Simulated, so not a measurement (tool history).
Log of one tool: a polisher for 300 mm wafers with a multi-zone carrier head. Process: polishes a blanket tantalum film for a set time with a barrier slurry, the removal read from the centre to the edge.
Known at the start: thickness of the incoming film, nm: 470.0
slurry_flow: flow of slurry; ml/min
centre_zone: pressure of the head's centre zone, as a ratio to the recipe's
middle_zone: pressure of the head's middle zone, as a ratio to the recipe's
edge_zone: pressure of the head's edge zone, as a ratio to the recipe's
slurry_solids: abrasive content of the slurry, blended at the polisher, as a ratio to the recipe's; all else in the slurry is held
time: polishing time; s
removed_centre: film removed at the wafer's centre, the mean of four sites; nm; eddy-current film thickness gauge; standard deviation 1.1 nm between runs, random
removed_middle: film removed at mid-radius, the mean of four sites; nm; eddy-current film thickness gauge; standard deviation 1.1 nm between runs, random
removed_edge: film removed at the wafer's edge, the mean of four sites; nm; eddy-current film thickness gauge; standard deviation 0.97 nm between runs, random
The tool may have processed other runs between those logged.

run,hour,slurry_flow,centre_zone,middle_zone,edge_zone,slurry_solids,time,removed_centre,removed_middle,removed_edge
1,0,310,1,1,1,1,58,92.385,86.948,92.111
2,2.6,310,1,1,0.92,1,58,90.981,88.972,87.474
3,7.5,315,1,1.03,0.98,1.15,59,96.375,94.524,95.235
4,8.3,320,1,1.06,1.02,1.25,60,100.47,101.15,100.51
5,14.8,325,1,1.07,1.06,1.3,61,105.59,106.8,105.04
6,19.1,275,1,1.07,1.06,1.3,61,102.13,102.22,104.58
7,23.6,290,0.99,1.07,1.09,1.35,62,103.54,106.08,109.26

Run 8 has not been measured yet. What should we expect?
8,31.8,310,0.99,1.07,1.11,1.4,62,?,?,?

{"run 8": {"removed_centre": 106.39, "removed_middle": 106.06, "removed_edge": 110.88}}
